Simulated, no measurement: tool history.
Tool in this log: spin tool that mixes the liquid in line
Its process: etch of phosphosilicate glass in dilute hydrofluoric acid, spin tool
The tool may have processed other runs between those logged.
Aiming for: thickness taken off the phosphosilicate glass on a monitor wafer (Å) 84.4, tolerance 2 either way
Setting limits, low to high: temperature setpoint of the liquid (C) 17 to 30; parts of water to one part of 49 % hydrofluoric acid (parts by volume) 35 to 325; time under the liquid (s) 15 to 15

| run | hour | temperature setpoint of the liquid (C) | parts of water to one part of 49 % hydrofluoric acid (parts by volume) | time under the liquid (s) | thickness taken off the phosphosilicate glass on a monitor wafer (Å) |
|---|---|---|---|---|---|
| 1 | 0 | 22 | 180 | 15 | 107.83 |
| 2 | 8.8 | 21 | 185 | 15 | 100.59 |
| 3 | 15.5 | 21 | 125 | 15 | 158.82 |
| 4 | 20.9 | 20 | 140 | 15 | 133.09 |
| 5 | 24.7 | 17.5 | 140 | 15 | 121.74 |
| 6 | 29.5 | 17.5 | 150 | 15 | 111.6 |
| 7 | 37.7 | 17.5 | 160 | 15 | 104.08 |
| 8 | 42.9 | 17.5 | 165 | 15 | 99.299 |
| 9 | 50.7 | 17.5 | 170 | 15 | 97.185 |
| 10 | 54.8 | 17.5 | 175 | 15 | 92.601 |
| 11 | 56.1 | 17 | 180 | 15 | 89.018 |

4 candidate next runs follow, results not yet known. Just one meets every target within its allowed miss. Identify it.
| A | 57.4 | 17.5 | 200 | 15 | ? |
| B | 57.4 | 17.5 | 190 | 15 | ? |
| C | 57.4 | 17.5 | 180 | 15 | ? |
| D | 57.4 | 17 | 195 | 15 | ? |

| move | thickness taken off the phosphosilicate glass on a monitor wafer (Å) |
|---|---|
| A | 79.95 |
| B | 84.945 |
| C | 90.513 |
| D | 80.755 |
A: pushes the last run's worst result past its target
B: all results in spec
C: lands further from the targets than the last run did
D: pushes the last run's worst result past its target
Answer: B
